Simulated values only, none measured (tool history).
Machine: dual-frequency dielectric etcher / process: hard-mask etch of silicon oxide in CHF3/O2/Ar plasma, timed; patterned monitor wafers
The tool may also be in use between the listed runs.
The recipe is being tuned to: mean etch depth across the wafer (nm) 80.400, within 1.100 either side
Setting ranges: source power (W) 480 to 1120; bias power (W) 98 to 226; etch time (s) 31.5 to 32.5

run    day  source power (W)  bias power (W)  etch time (s)  mean etch depth across the wafer (nm)
  1  0.000               800             162           31.5                                 72.744
  2  0.350               800             138           31.5                                 69.937
  3  0.446               690             138           31.5                                 66.641
  4  0.592               690             155           31.5                                 68.926
  5  0.704               760             157           31.5                                 71.253
  6  0.929               760             157           31.5                                 71.444
  7  1.083               810             158           31.5                                 73.013
  8  1.354               850             159           31.5                                 74.338
  9  1.725               880             160           31.5                                 75.075
 10  1.775               910             161           31.5                                 75.891
 11  2.125               940             162           31.5                                 76.838
 12  2.492               960             163           31.5                                 77.492

Of the 5 settings listed for the next run, only one would bring every result within its allowed miss of target. Which one?
  A  2.858               990             194           31.5                                      ?
  B  2.858              1050             122           31.5                                      ?
  C  2.858               880             145           32.5                                      ?
  D  2.858               940             171           32.5                                      ?
  E  2.858               880             151           32.5                                      ?

move  mean etch depth across the wafer (nm)
   A                                 83.111
   B                                 74.381
   C                                 75.890
   D                                 81.239
   E                                 76.758
A: carries the result that was furthest off beyond its target, to the other side
B: lands further from the targets than the last run did
C: lands further from the targets than the last run did
D: each result inside its tolerance
E: lands further from the targets than the last run did
Move D is the one to make.

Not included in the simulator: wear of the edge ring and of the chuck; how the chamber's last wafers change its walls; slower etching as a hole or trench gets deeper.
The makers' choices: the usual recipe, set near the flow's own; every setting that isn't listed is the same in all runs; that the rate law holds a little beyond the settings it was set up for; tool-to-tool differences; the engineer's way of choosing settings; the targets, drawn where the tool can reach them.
